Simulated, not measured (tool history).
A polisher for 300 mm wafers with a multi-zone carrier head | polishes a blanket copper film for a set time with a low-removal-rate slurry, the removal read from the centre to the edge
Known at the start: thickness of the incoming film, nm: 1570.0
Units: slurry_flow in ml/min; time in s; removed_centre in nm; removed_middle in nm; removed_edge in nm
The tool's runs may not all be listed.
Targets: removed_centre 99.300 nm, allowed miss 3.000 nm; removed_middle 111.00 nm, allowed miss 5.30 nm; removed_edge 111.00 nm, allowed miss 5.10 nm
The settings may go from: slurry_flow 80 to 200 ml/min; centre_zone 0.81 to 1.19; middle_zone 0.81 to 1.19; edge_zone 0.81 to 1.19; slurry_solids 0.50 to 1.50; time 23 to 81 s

run	day	slurry_flow	centre_zone	middle_zone	edge_zone	slurry_solids	time	removed_centre	removed_middle	removed_edge
1	0.000	130	1.00	1.00	1.00	1.00	52	161.010	162.86	166.31
2	0.246	125	0.96	0.99	0.96	0.85	49	137.720	143.41	144.19
3	0.542	115	0.92	0.97	0.93	0.75	48	121.270	133.95	132.11
4	0.600	115	0.86	0.97	0.93	0.75	48	115.090	132.58	133.58
5	0.729	110	0.86	0.94	0.90	0.65	48	108.130	126.48	128.20
6	0.925	110	0.86	0.94	0.90	0.65	60	137.180	157.37	159.79
# day 1.262: worn pad replaced by a new one
7	1.262	105	0.87	0.93	0.88	0.60	55	131.270	149.96	148.84
8	1.588	100	0.89	0.95	0.91	0.60	50	121.740	135.31	138.24
9	1.712	100	0.89	0.92	0.88	0.60	47	116.030	125.38	127.13
10	1.904	100	0.87	0.91	0.86	0.60	45	105.730	118.38	120.75
11	2.150	100	0.87	0.91	0.86	0.60	45	109.300	117.37	120.31
12	2.246	100	0.86	0.91	0.85	0.60	44	102.550	113.19	117.44

5 next moves are on the table. One of them brings every result within its allowed miss. Which?
A	2.342	85	0.81	0.85	0.86	0.65	45	?	?	?
B	2.342	90	0.83	0.85	0.84	0.70	44	?	?	?
C	2.342	85	0.88	0.94	0.81	0.80	40	?	?	?
D	2.342	130	0.88	0.90	0.81	0.55	43	?	?	?
E	2.342	110	0.84	0.90	0.85	0.55	46	?	?	?

move	removed_centre	removed_middle	removed_edge
A	97.216	109.30	119.90
B	101.450	111.23	120.19
C	99.225	112.31	110.64
D	108.060	116.07	114.50
E	105.980	119.45	121.44
A: further off than the last run
B: further off than the last run
C: meets every target
D: brings the result that was furthest off to its target, and leaves another outside
E: further off than the last run
Move C is the one to make.
